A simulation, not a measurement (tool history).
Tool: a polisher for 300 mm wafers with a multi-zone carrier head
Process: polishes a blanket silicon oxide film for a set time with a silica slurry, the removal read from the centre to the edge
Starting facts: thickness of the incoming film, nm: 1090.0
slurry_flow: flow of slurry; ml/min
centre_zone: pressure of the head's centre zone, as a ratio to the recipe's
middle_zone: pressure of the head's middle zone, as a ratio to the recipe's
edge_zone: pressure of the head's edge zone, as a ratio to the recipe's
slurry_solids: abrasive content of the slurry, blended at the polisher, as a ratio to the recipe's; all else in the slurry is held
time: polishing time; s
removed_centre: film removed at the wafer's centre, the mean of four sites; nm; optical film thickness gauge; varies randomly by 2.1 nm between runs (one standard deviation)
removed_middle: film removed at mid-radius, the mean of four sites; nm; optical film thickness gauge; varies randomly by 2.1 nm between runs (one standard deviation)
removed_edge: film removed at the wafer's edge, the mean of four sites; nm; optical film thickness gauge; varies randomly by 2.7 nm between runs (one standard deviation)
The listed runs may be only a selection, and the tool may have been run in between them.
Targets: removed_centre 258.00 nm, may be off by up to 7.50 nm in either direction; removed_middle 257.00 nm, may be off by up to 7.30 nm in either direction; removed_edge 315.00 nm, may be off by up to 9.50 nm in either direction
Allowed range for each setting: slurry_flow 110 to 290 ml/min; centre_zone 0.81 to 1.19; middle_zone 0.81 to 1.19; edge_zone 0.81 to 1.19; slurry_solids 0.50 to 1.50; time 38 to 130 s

run  hour  slurry_flow  centre_zone  middle_zone  edge_zone  slurry_solids  time  removed_centre  removed_middle  removed_edge
  1   0.0          185         1.00         1.00       1.00           1.00    84          262.92          246.26        249.47
  2   7.4          190         0.95         0.97       1.06           1.10    84          256.29          249.28        267.86
  3   8.0          190         0.95         1.01       1.06           1.10    84          258.57          258.28        265.74
  4  13.5          190         0.95         0.94       1.06           1.10    84          257.35          242.15        262.54
  5  19.0          190         0.95         0.94       1.06           1.10    75          230.19          218.85        235.05
  6  21.4          150         0.95         0.94       1.06           1.10    75          223.93          210.20        234.39
  7  23.8          135         0.93         0.94       1.10           1.25    77          230.99          221.20        251.47
  8  31.8          145         0.90         0.92       1.13           1.35    80          240.92          235.06        274.56
  9  39.8          155         0.89         0.91       1.15           1.40    81          247.23          242.58        280.79
 10  44.9          140         0.88         0.90       1.16           1.45    83          252.22          245.26        291.86
 11  46.3          135         0.87         0.90       1.17           1.45    85          249.85          249.94        302.90
 12  53.1          135         0.87         0.90       1.18           1.45    85          250.24          250.60        303.06

Consider the 4 candidate settings below. Which is the only one whose results all fall within their allowed miss of target?
  A  59.9          145         0.85         0.89       1.18           1.40    84               ?               ?             ?
  B  59.9          110         0.90         0.91       1.19           1.45    85               ?               ?             ?
  C  59.9          110         0.88         0.91       1.19           1.50    89               ?               ?             ?
  D  59.9          125         0.83         0.91       1.16           1.35    88               ?               ?             ?

move  removed_centre  removed_middle  removed_edge
   A          241.80          241.54        295.78
   B          251.30          242.50        296.01
   C          260.17          256.82        313.46
   D          238.87          249.56        298.91
A: misses by more than the last run did
B: misses by more than the last run did
C: every result within its allowed miss
D: misses by more than the last run did
Correct choice: C, which meets every target
